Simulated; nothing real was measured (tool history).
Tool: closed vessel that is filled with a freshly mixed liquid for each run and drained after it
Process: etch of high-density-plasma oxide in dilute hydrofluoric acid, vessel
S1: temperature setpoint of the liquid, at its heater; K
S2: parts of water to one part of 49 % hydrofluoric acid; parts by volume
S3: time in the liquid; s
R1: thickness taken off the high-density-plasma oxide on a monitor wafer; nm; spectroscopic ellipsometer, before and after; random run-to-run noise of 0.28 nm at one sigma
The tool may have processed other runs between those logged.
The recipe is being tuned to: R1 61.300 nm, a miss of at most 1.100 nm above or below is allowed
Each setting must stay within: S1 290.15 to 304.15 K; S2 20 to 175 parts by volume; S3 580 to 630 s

run	hour	S1	S2	S3	R1
1	0.0	296.15	95	580	42.338
2	7.9	298.15	95	580	45.659
3	10.1	299.65	95	580	48.541
4	13.7	299.65	120	580	37.306
5	20.5	299.65	140	580	31.261
6	28.8	300.65	125	580	37.381
7	32.6	301.65	115	580	42.204
8	37.4	302.15	105	580	48.030
9	43.7	304.15	85	580	65.123
10	47.4	303.65	85	580	63.931
11	50.7	303.15	85	580	62.517

Which one of the following 4 next-run settings gets every result inside its allowed miss? There is exactly one.
A	54.0	299.65	75	580	?
B	54.0	304.15	95	620	?
C	54.0	302.65	85	605	?
D	54.0	301.65	80	580	?

move	R1
A	63.285
B	61.724
C	64.538
D	63.711
A: its largest miss is bigger than the last run's
B: hits every target within its allowed miss
C: its largest miss is bigger than the last run's
D: its largest miss is bigger than the last run's
Answer: B
